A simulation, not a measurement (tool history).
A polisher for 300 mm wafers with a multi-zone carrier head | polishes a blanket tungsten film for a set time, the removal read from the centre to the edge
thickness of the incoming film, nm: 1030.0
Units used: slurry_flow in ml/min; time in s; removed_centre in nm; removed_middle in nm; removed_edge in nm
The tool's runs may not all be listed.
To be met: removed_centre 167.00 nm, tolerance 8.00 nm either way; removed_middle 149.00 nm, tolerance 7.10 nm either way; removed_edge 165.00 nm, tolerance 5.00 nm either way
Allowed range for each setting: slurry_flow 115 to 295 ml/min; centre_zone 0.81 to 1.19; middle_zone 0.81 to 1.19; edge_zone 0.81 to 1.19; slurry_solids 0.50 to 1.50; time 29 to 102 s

run    day  slurry_flow  centre_zone  middle_zone  edge_zone  slurry_solids  time  removed_centre  removed_middle  removed_edge
  1  0.000          190         1.00         1.00       1.00           1.00    65          285.13          287.97        286.90
  2  0.267          180         1.00         0.95       0.97           0.85    58          242.01          229.71        239.96
  3  0.604          180         1.00         1.03       0.97           0.85    58          239.50          240.63        235.56
  4  0.946          170         0.99         0.99       0.95           0.75    54          210.82          210.43        209.21
  5  1.292          170         0.99         0.99       0.95           0.55    54          189.08          184.74        189.60
  6  1.412          165         0.99         0.95       0.93           0.55    52          179.97          172.60        176.13
     1.462  -- slurry nozzle cleaned
  7  1.462          155         0.99         0.91       0.93           0.55    52          184.38          178.99        179.78
  8  1.754          180         0.99         0.89       0.94           0.55    50          187.16          171.02        180.26
  9  2.088          185         0.98         0.87       0.95           0.55    48          172.18          162.56        173.54

Which single option among these 5 for the next run brings every result within its allowed miss of target? Just one does.
  A  2.421          180         0.88         0.93       0.92           0.75    43               ?               ?             ?
  B  2.421          155         1.02         0.99       0.90           0.60    46               ?               ?             ?
  C  2.421          205         1.07         0.86       0.96           0.50    47               ?               ?             ?
  D  2.421          145         0.83         0.89       1.06           0.50    53               ?               ?             ?
  E  2.421          195         1.00         0.84       0.99           0.85    38               ?               ?             ?

move  removed_centre  removed_middle  removed_edge
   A          166.90          171.14        168.65
   B          178.62          174.04        163.10
   C          182.10          154.84        164.01
   D          166.11          171.97        188.12
   E          168.75          147.94        161.81
A: further off than the last run
B: further off than the last run
C: gets the furthest-off result to its target, but another result is out of tolerance
D: further off than the last run
E: all results in spec
E meets every target.
